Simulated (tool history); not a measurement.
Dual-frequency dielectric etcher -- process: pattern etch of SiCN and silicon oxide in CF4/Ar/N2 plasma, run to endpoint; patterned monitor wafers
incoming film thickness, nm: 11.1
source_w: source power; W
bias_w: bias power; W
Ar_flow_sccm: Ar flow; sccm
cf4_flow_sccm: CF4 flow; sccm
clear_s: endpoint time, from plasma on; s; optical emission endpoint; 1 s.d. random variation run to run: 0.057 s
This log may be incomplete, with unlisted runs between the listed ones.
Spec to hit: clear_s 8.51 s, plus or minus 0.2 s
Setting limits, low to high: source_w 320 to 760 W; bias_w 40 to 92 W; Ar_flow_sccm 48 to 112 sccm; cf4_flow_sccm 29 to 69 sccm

run	hour	source_w	bias_w	Ar_flow_sccm	cf4_flow_sccm	clear_s
1	0	540	66	80	49	10.614
2	8.5	540	76	80	49	10.069
3	10.1	550	76	80	49	9.9112
4	16.5	550	70	80	49	10.189
5	22.5	560	70	80	49	10.041
6	26.3	570	70	80	49	10.029
7	31.1	580	70	80	49	9.8461
8	33.3	580	70	80	49	9.7412
9	41.2	590	70	80	49	9.5892

4 candidate next runs follow, results not yet known. Just one meets every target within its allowed miss. Identify it.
A	49.1	640	78	78	52	?
B	49.1	530	68	80	47	?
C	49.1	480	65	80	49	?
D	49.1	620	74	79	53	?

move	clear_s
A	8.5262
B	10.634
C	11.615
D	8.9268
A: in spec on every target
B: lands further from the targets than the last run did
C: lands further from the targets than the last run did
D: moves toward the targets from the last run without getting all of them in spec
So the answer is move A, the one that meets all the targets.
